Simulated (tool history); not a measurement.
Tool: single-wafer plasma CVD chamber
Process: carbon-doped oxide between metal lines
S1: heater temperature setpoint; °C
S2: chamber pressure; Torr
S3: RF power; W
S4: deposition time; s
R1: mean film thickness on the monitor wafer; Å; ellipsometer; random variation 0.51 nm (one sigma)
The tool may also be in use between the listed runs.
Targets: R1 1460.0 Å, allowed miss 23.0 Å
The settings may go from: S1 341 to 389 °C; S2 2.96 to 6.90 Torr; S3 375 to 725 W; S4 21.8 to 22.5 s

run 1 hour=0.0 | S1=365 S2=4.93 S3=550 S4=21.8 | R1=1237.2
run 2 hour=8.6 | S1=365 S2=4.93 S3=550 S4=21.8 | R1=1235.0
run 3 hour=15.7 | S1=362 S2=5.43 S3=580 S4=21.8 | R1=1301.5
run 4 hour=16.9 | S1=359 S2=5.78 S3=600 S4=21.8 | R1=1347.8
run 5 hour=17.6 | S1=359 S2=5.78 S3=600 S4=22.5 | R1=1393.9
run 6 hour=25.4 | S1=359 S2=5.78 S3=565 S4=22.5 | R1=1348.3
run 7 hour=30.3 | S1=357 S2=6.08 S3=580 S4=22.5 | R1=1382.7
run 8 hour=39.2 | S1=355 S2=6.30 S3=590 S4=22.5 | R1=1402.1

5 next moves are on the table. One of them brings every result within its allowed miss. Which?
run A hour=48.1 | S1=357 S2=6.55 S3=555 S4=22.3 | R1=?
run B hour=48.1 | S1=372 S2=6.25 S3=640 S4=22.0 | R1=?
run C hour=48.1 | S1=360 S2=6.03 S3=610 S4=22.4 | R1=?
run D hour=48.1 | S1=353 S2=6.89 S3=645 S4=21.9 | R1=?
run E hour=48.1 | S1=345 S2=6.27 S3=575 S4=22.2 | R1=?

move=A R1=1340.9
move=B R1=1388.5
move=C R1=1403.2
move=D R1=1458.2
move=E R1=1399.0
A: further off than the last run
B: further off than the last run
C: as far off as the last run
D: meets every target
E: further off than the last run
Move D is the one to make.
